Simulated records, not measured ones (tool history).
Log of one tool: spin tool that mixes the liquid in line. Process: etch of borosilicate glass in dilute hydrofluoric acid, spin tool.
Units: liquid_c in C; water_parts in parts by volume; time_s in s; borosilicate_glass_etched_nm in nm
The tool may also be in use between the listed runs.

run	hour	liquid_c	water_parts	time_s	borosilicate_glass_etched_nm
1	0.0	22.0	200	20	3.8493
2	5.3	24.5	200	20	4.2340
3	7.2	24.5	255	20	3.1482
4	16.0	24.5	200	20	4.2732
# hour 23.3: hydrofluoric acid flow meter replaced
5	23.3	22.0	200	20	3.5234
6	30.1	19.5	200	20	3.2312
7	35.6	19.0	205	20	3.0619
8	44.6	19.0	205	20	3.0647
9	48.6	19.0	210	20	2.9423

Run 10 comes next. What will it give?
10	55.3	18.0	220	20	?

borosilicate_glass_etched_nm: 2.6856 nm

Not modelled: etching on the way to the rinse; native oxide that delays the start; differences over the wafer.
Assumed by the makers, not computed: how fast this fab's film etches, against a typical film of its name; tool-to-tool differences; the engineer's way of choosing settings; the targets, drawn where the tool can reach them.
